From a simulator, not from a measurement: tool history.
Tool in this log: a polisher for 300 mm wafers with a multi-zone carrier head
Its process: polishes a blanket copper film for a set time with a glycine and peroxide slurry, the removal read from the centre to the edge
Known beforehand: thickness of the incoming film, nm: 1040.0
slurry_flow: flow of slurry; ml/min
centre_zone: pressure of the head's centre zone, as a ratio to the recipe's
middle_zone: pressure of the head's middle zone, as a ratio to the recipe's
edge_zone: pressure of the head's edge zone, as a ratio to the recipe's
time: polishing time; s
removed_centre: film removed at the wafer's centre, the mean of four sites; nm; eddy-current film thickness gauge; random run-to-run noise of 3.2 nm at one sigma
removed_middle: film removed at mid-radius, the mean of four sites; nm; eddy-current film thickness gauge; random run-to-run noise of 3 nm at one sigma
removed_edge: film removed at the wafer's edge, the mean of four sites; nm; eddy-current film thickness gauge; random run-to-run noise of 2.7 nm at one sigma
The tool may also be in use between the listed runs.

run	hour	slurry_flow	centre_zone	middle_zone	edge_zone	time	removed_centre	removed_middle	removed_edge
1	0	240	1	1	1	55	266.39	273.31	268.84
2	4.3	240	1	0.92	1	55	261.21	241.56	268.29
3	11	240	0.99	0.92	0.99	55	264.6	248.54	265.46
4	16.3	240	0.91	0.92	0.99	55	238.06	253.29	265.15
5	25.2	240	0.95	0.92	0.99	55	251.17	248.38	265.84
6	27.8	240	0.95	0.92	0.99	64	287.35	289.31	310.33
7	35.1	240	0.94	0.91	0.98	62	274.71	277.21	299.45
8	38.7	240	0.94	0.9	0.97	61	275.11	269.14	290.43
9	39.2	240	0.93	0.89	0.96	60	263.68	266.07	291.16
10	45.7	240	0.93	0.89	0.96	58	259.4	257.44	276.27
11	46.4	240	0.92	0.88	0.95	57	254.18	249.61	274.07
12	55.1	240	0.92	0.88	0.95	56	248.53	242.02	265.32

Estimate the outcome of run 13 from the log above:
13	60.5	240	0.91	0.88	0.94	55	?	?	?

removed_centre: 239.58 nm
removed_middle: 239.78 nm
removed_edge: 259.45 nm
